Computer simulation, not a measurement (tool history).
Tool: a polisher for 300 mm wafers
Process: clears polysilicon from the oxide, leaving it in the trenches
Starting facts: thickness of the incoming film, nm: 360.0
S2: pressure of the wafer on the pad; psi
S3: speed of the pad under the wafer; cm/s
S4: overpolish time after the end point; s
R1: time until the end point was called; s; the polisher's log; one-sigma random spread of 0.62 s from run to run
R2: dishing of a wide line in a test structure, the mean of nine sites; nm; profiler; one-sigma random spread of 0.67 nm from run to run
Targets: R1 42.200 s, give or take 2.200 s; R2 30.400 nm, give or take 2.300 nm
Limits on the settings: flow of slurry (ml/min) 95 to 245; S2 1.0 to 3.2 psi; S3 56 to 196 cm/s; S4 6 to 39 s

{"run": 1, "hour": 0.0, "flow of slurry (ml/min)": 155, "S2": 2.1, "S3": 126, "S4": 20, "R1": 24.903, "R2": 47.938}
{"run": 2, "hour": 7.0, "flow of slurry (ml/min)": 155, "S2": 1.9, "S3": 124, "S4": 18, "R1": 27.663, "R2": 46.349}
{"run": 3, "hour": 9.1, "flow of slurry (ml/min)": 160, "S2": 1.7, "S3": 122, "S4": 16, "R1": 31.424, "R2": 45.786}
{"run": 4, "hour": 10.4, "flow of slurry (ml/min)": 160, "S2": 1.7, "S3": 136, "S4": 16, "R1": 28.189, "R2": 46.923}
{"run": 5, "hour": 19.2, "flow of slurry (ml/min)": 160, "S2": 1.7, "S3": 118, "S4": 16, "R1": 32.966, "R2": 43.746}
{"run": 6, "hour": 26.4, "flow of slurry (ml/min)": 175, "S2": 1.8, "S3": 108, "S4": 14, "R1": 31.725, "R2": 45.165}
{"run": 7, "hour": 27.5, "flow of slurry (ml/min)": 160, "S2": 1.8, "S3": 104, "S4": 13, "R1": 35.035, "R2": 43.31}
{"run": 8, "hour": 29.3, "flow of slurry (ml/min)": 150, "S2": 1.9, "S3": 96, "S4": 12, "R1": 35.661, "R2": 41.634}
{"run": 9, "hour": 35.3, "flow of slurry (ml/min)": 140, "S2": 2.0, "S3": 90, "S4": 11, "R1": 36.505, "R2": 41.143}
{"run": 10, "hour": 38.9, "flow of slurry (ml/min)": 130, "S2": 2.1, "S3": 84, "S4": 10, "R1": 37.454, "R2": 38.392}
{"run": 11, "hour": 42.3, "flow of slurry (ml/min)": 130, "S2": 2.1, "S3": 84, "S4": 10, "R1": 37.653, "R2": 40.968}
{"run": 12, "hour": 51.1, "flow of slurry (ml/min)": 130, "S2": 1.8, "S3": 82, "S4": 6, "R1": 44.762, "R2": 28.965}

Which single option among these 4 for the next run brings every result within its allowed miss of target? Just one does.
{"run": "A", "hour": 59.9, "flow of slurry (ml/min)": 110, "S2": 1.7, "S3": 94, "S4": 6, "R1": "?", "R2": "?"}
{"run": "B", "hour": 59.9, "flow of slurry (ml/min)": 95, "S2": 2.0, "S3": 70, "S4": 6, "R1": "?", "R2": "?"}
{"run": "C", "hour": 59.9, "flow of slurry (ml/min)": 115, "S2": 1.4, "S3": 98, "S4": 7, "R1": "?", "R2": "?"}
{"run": "D", "hour": 59.9, "flow of slurry (ml/min)": 110, "S2": 2.0, "S3": 72, "S4": 7, "R1": "?", "R2": "?"}

move=A R1=42.070 R2=30.478
move=B R1=48.730 R2=27.957
move=C R1=48.373 R2=30.728
move=D R1=46.381 R2=31.446
A: every result within its allowed miss
B: further off than the last run
C: further off than the last run
D: further off than the last run
Move A is the one to make.

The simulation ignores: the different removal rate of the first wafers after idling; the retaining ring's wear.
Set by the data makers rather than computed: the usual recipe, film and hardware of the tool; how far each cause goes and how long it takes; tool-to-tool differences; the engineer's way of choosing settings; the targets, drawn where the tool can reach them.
